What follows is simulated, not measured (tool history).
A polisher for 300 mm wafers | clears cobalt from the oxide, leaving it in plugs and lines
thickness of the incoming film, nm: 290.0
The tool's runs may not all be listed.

run  hour  flow of slurry (ml/min)  pressure of the wafer on the pad (psi)  speed of the pad under the wafer (cm/s)  overpolish time after the end point (s)  time until the end point was called (s)  dishing of a wide line in a test structure (nm)
  1   0.0                      180                                     1.6                                      104                                       28                                   79.725                                           50.171
  2   0.9                      180                                     1.6                                      104                                       36                                   78.682                                           55.968
  3   3.5                      135                                     1.6                                      104                                       36                                   84.293                                           54.090
  4  11.5                      135                                     1.7                                      104                                       31                                   77.571                                           54.014
  5  12.6                      135                                     1.7                                      104                                       24                                   79.338                                           48.298
  6  14.8                      135                                     1.7                                      104                                       13                                   78.898                                           34.933

Run 7 comes next. What will it give?
  7  21.0                      140                                     2.2                                      106                                       16                                        ?                                                ?

time until the end point was called (s): 60.237
dishing of a wide line in a test structure (nm): 44.040
